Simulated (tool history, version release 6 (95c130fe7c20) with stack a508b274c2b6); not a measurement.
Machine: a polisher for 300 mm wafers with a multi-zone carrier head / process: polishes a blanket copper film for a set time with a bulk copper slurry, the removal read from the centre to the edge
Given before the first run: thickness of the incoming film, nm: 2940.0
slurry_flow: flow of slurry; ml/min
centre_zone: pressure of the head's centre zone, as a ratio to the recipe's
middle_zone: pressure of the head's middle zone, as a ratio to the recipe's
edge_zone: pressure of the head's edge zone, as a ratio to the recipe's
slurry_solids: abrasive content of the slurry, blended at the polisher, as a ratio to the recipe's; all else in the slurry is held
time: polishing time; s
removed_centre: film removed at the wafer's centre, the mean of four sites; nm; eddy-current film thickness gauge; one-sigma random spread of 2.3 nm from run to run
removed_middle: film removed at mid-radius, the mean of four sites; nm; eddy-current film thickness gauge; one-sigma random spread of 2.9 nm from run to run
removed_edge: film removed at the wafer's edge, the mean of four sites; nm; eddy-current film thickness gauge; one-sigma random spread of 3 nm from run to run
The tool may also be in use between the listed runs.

run  hour  slurry_flow  centre_zone  middle_zone  edge_zone  slurry_solids  time  removed_centre  removed_middle  removed_edge
  1   0.0          195         1.00         1.00       1.00           1.00    32          425.44          433.43        417.40
  2   5.8          190         0.98         0.99       0.98           0.95    31          394.42          402.84        397.32
  3   9.1          190         1.01         0.99       0.98           0.95    31          408.13          410.35        391.78
  4  10.0          225         1.01         0.99       0.98           0.95    31          422.85          415.26        402.30
  5  14.7          225         1.01         0.99       1.06           0.95    31          410.39          418.76        414.80
  6  19.1          220         0.99         0.99       1.04           0.90    30          395.81          388.94        391.76
  7  23.7          210         0.97         1.01       1.04           0.85    29          363.65          381.56        371.57
  8  28.6          165         0.87         0.91       0.94           0.60    25          241.23          266.02        265.20
  9  32.3          170         0.87         0.91       0.94           0.60    25          240.31          269.39        268.37
 10  40.2          170         0.87         0.91       0.94           0.60    25          239.65          263.34        261.55

Run 11 has not been measured yet. What should we expect?
 11  41.2          175         0.87         0.92       0.94           0.60    25               ?               ?             ?

For run 11 the tool returned removed_centre 246.56 nm, removed_middle 265.63 nm, removed_edge 265.28 nm.

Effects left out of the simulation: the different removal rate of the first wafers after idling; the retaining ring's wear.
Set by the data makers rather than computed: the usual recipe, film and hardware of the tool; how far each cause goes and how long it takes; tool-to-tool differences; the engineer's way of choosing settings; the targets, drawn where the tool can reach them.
